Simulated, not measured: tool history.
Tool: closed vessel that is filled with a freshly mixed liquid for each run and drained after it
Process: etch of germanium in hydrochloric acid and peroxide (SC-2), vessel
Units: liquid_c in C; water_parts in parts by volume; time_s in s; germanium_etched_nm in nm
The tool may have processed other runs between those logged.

run  hour  liquid_c  water_parts  time_s  germanium_etched_nm
  1     0        52          5.5     100               271.46
  2   1.4        49          5.5     100               247.97
  3   9.8      52.5          5.5     100               275.36
  4  10.9      52.5            4     100               276.81
  5  12.4      52.5          5.5     100               276.29
  6  17.2        55          5.5     100               296.28
  7  19.7        57          5.5     100               318.59

Run 8, settings as shown, results not yet in. Your forecast:
  8  22.6      58.5          5.5     100                    ?

Run 8 came out at germanium_etched_nm 331.81 nm.

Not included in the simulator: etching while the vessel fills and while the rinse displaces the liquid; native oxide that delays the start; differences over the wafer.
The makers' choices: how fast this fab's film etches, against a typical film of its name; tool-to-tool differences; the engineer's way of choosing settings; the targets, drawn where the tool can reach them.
